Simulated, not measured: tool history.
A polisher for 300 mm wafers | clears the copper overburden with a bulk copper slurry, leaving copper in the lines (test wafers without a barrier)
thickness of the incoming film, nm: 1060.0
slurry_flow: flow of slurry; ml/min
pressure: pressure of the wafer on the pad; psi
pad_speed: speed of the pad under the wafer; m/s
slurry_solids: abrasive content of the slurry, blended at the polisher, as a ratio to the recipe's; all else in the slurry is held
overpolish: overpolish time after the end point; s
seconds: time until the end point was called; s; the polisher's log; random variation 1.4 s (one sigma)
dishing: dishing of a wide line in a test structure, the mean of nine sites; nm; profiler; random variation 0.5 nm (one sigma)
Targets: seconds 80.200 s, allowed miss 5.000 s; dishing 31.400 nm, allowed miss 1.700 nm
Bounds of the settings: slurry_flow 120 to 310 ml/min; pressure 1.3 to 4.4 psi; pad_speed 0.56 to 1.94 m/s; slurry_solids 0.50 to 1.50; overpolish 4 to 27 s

run  hour  slurry_flow  pressure  pad_speed  slurry_solids  overpolish  seconds  dishing
  1   0.0          200       2.8       1.24           1.00          14  101.150   66.654
  2   7.4          200       2.8       1.44           1.00          14   88.718   73.078
  3  10.3          200       2.8       1.44           0.85          14   94.051   72.010
  4  14.9          230       2.4       1.50           1.00          11   97.478   59.025
  5  23.3          250       2.1       1.58           1.15           9  104.490   47.643
  6  25.1          250       2.1       1.58           1.15           4  105.750   24.511
     27.5  -- slurry blender recalibrated
  7  27.5          250       2.9       1.60           1.15           5   71.848   40.071
  8  31.9          235       2.9       1.60           1.15           5   71.495   41.247
  9  33.1          290       2.1       1.80           1.15           4   87.961   28.846

Which of these 4 next moves meets every target?
  A  34.3          310       2.5       1.60           1.20           5        ?        ?
  B  34.3          310       1.9       1.94           1.10           4        ?        ?
  C  34.3          310       2.4       1.72           1.05           4        ?        ?
  D  34.3          300       2.1       1.94           1.20           5        ?        ?

move  seconds  dishing
   A   79.933   37.028
   B   90.308   27.397
   C   80.600   30.493
   D   80.770   36.368
A: brings the result that was furthest off to its target, and leaves another outside
B: further off than the last run
C: meets every target
D: brings the result that was furthest off to its target, and leaves another outside
The right move is C.
